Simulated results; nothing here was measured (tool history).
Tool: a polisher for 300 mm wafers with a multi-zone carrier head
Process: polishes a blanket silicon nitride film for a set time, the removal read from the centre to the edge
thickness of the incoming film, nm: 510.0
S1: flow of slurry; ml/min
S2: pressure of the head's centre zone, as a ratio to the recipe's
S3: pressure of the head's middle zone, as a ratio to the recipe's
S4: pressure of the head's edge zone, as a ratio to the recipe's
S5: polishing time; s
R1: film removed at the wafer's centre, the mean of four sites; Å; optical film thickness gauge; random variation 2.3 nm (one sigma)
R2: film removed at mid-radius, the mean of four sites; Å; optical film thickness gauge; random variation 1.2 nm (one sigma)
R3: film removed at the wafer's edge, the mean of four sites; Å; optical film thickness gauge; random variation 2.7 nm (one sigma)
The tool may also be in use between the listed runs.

| run | hour | S1 | S2 | S3 | S4 | S5 | R1 | R2 | R3 |
|---|---|---|---|---|---|---|---|---|---|
| 1 | 0.0 | 255 | 1.00 | 1.00 | 1.00 | 76 | 1340.5 | 1319.1 | 1385.3 |
| 2 | 3.4 | 255 | 0.94 | 1.00 | 1.00 | 76 | 1248.8 | 1325.5 | 1380.3 |
| 3 | 5.1 | 255 | 0.87 | 1.00 | 1.00 | 76 | 1176.7 | 1316.5 | 1365.2 |
| 4 | 5.7 | 255 | 0.87 | 0.94 | 1.00 | 76 | 1160.4 | 1250.0 | 1396.2 |
| 5 | 8.3 | 255 | 0.81 | 0.94 | 1.00 | 76 | 1098.0 | 1261.5 | 1393.4 |
| 6 | 8.9 | 255 | 0.81 | 1.02 | 1.00 | 76 | 1117.0 | 1357.6 | 1369.3 |
| 7 | 14.3 | 255 | 0.81 | 1.02 | 1.00 | 76 | 1113.6 | 1347.6 | 1403.8 |
| 8 | 20.7 | 260 | 0.87 | 1.01 | 1.03 | 80 | 1252.8 | 1393.8 | 1474.7 |
| 9 | 25.0 | 265 | 0.91 | 1.01 | 1.05 | 83 | 1360.2 | 1449.0 | 1588.3 |

Run 10 comes next. What will it give?
| 10 | 30.6 | 275 | 0.95 | 1.03 | 1.07 | 84 | ? | ? | ? |

{"run 10": {"R1": 1430.6, "R2": 1505.0, "R3": 1578.6}}

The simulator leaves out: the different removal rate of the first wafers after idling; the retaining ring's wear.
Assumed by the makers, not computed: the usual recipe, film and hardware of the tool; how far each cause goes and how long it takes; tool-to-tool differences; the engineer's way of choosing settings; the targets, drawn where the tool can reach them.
